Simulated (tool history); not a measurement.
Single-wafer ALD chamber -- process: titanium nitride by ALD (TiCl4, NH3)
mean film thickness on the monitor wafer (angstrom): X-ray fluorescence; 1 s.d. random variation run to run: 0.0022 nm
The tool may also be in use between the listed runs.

| run | hour | heater temperature setpoint (°C) | number of ALD cycles (cycles) | NH3 pulse time (s) | mean film thickness on the monitor wafer (angstrom) |
|---|---|---|---|---|---|
| 1 | 0.0 | 375 | 42 | 2.39 | 8.1914 |
| 2 | 1.5 | 375 | 42 | 3.06 | 8.3279 |
| 3 | 10.5 | 384 | 42 | 3.06 | 8.3938 |
| 4 | 13.1 | 384 | 42 | 3.06 | 8.3535 |
| 5 | 20.1 | 384 | 42 | 3.06 | 8.3558 |
| 6 | 24.3 | 382 | 41 | 2.67 | 8.0933 |
| 7 | 32.2 | 382 | 41 | 2.50 | 8.1000 |
| 8 | 33.4 | 381 | 41 | 2.28 | 8.0652 |

Run 9 is up next; what results do you expect?
| 9 | 36.4 | 380 | 41 | 2.09 | ? |

{"run 9": {"mean film thickness on the monitor wafer (angstrom)": 8.0022}}

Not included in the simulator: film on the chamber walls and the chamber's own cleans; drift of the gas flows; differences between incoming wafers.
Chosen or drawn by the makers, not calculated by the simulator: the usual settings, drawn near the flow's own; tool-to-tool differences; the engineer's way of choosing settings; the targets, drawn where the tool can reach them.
